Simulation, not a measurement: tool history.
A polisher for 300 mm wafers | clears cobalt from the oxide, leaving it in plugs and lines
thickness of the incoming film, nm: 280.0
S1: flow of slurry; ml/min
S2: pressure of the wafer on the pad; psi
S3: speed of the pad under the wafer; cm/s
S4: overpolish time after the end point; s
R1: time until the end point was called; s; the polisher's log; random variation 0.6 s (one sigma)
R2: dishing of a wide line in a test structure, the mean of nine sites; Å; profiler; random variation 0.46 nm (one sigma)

| run | hour | S1 | S2 | S3 | S4 | R1 | R2 |
|---|---|---|---|---|---|---|---|
| 1 | 0 | 125 | 2.2 | 124 | 11 | 34.812 | 471.7 |
| 2 | 5.4 | 125 | 2.7 | 124 | 11 | 28.519 | 491.55 |
| 3 | 7.5 | 125 | 2.6 | 122 | 9 | 29.949 | 450.84 |
| 4 | 11.2 | 125 | 2.5 | 120 | 8 | 30.773 | 420.78 |
| 5 | 12.5 | 150 | 2.5 | 120 | 8 | 30.453 | 427.45 |
| 6 | 14.8 | 150 | 2.4 | 118 | 7 | 32.019 | 385.47 |
| 7 | 23.7 | 150 | 2.4 | 118 | 7 | 31.205 | 389.53 |
| 8 | 26 | 150 | 2.3 | 118 | 7 | 33.058 | 377.13 |
| 9 | 32 | 150 | 2.2 | 118 | 7 | 35.934 | 367.8 |

Run 10 comes next. What will it give?
| 10 | 38.1 | 150 | 2.1 | 118 | 6 | ? | ? |

Run 10 gave R1 34.972 s, R2 328.41 Å.

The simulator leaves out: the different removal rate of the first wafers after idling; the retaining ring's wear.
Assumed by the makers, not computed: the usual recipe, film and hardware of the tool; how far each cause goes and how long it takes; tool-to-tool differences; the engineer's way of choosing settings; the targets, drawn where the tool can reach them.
